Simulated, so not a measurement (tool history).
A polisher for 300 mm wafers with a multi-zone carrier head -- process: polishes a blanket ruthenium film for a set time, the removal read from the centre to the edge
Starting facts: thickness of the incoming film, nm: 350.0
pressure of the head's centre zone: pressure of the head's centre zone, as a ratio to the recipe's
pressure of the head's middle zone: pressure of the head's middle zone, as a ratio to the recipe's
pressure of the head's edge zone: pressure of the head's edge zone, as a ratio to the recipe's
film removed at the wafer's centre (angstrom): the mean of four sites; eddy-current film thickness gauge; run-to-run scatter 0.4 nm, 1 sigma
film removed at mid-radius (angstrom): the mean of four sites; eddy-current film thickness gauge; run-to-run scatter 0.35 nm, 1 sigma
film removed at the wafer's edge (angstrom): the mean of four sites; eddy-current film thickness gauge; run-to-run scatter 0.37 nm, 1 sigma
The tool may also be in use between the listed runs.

run	hour	flow of slurry (ml/min)	pressure of the head's centre zone	pressure of the head's middle zone	pressure of the head's edge zone	polishing time (s)	film removed at the wafer's centre (angstrom)	film removed at mid-radius (angstrom)	film removed at the wafer's edge (angstrom)
1	0	135	1	1	1	69	971.51	972.74	948.25
2	1.4	125	0.97	0.98	0.96	61	835.57	828.94	802.66
3	5.2	125	0.97	0.98	0.96	48	652.44	643.68	652.39
4	9.5	115	0.94	0.96	0.93	46	602.48	602.22	601.08
5	12.1	115	0.94	0.96	1	46	583.12	600.6	606.04
6	19.3	105	0.92	0.94	0.97	45	548.68	556.54	590.26
7	25.7	110	0.91	0.98	0.87	36	443.88	467.56	453.05
8	31.2	145	0.9	0.95	0.95	36	482.4	492.43	490.74

Estimate the outcome of run 9 from the log above:
9	40	145	0.9	0.95	0.96	36	?	?	?

film removed at the wafer's centre (angstrom): 483.36
film removed at mid-radius (angstrom): 487.14
film removed at the wafer's edge (angstrom): 493.95

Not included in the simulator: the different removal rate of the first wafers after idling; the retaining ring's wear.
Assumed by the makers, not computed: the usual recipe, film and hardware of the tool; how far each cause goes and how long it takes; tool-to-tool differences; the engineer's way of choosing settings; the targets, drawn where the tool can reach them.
